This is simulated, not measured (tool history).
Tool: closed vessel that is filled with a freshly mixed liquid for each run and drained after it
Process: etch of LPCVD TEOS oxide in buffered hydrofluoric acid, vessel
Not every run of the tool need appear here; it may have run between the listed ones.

run	hour	temperature setpoint of the liquid (K)	parts of 40 % ammonium fluoride to one part of 49 % hydrofluoric acid (parts by volume)	time in the liquid (s)	thickness taken off the LPCVD TEOS oxide on a monitor wafer (angstrom)
1	0.0	294.15	11.0	85	1842.7
2	5.6	294.15	12.5	85	1651.9
3	7.8	294.15	12.5	85	1637.8
4	8.7	295.65	11.0	85	2001.8
5	13.3	295.65	11.0	90	2124.1
6	19.0	295.65	14.0	90	1695.9
7	23.5	296.65	12.5	90	1981.2
8	26.7	297.65	11.0	90	2373.3
9	29.1	298.65	10.0	90	2734.7
10	36.5	299.15	9.5	90	2957.5

For run 11, what comes out?
# hour 42.3: thermometer replaced
11	42.3	299.65	9.0	90	?

{"run 11": {"thickness taken off the LPCVD TEOS oxide on a monitor wafer (angstrom)": 3522.3}}
